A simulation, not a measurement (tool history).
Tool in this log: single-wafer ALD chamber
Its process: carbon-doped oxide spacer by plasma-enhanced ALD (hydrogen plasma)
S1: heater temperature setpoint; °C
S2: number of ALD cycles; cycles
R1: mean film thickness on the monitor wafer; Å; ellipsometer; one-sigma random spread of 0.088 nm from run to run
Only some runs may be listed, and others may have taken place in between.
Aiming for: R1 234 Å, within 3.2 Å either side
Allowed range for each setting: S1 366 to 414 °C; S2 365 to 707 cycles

run    day   S1   S2      R1
  1      0  390  536  264.45
  2  0.342  390  520     258
  3  0.433  400  520  255.73
  4   0.55  410  520  247.44
  5  0.612  410  478  228.04
  6  0.796  410  548  259.82
  7  0.975  411  534  252.82
  8    1.2  412  524  247.58
  9   1.55  412  517  244.68
 10  1.821  412  511   240.3
 11  2.154  412  508  239.37
 12  2.425  412  505  238.64

5 next moves are on the table. One of them brings every result within its allowed miss. Which?
  A  2.696  410  508   ?
  B  2.696  414  513   ?
  C  2.696  414  520   ?
  D  2.696  410  512   ?
  E  2.696  414  500   ?

move      R1
   A  241.03
   B  240.06
   C  243.33
   D  242.93
   E  233.97
A: its largest miss is bigger than the last run's
B: its largest miss is bigger than the last run's
C: its largest miss is bigger than the last run's
D: its largest miss is bigger than the last run's
E: in spec on every target
Go with E: it meets all targets.

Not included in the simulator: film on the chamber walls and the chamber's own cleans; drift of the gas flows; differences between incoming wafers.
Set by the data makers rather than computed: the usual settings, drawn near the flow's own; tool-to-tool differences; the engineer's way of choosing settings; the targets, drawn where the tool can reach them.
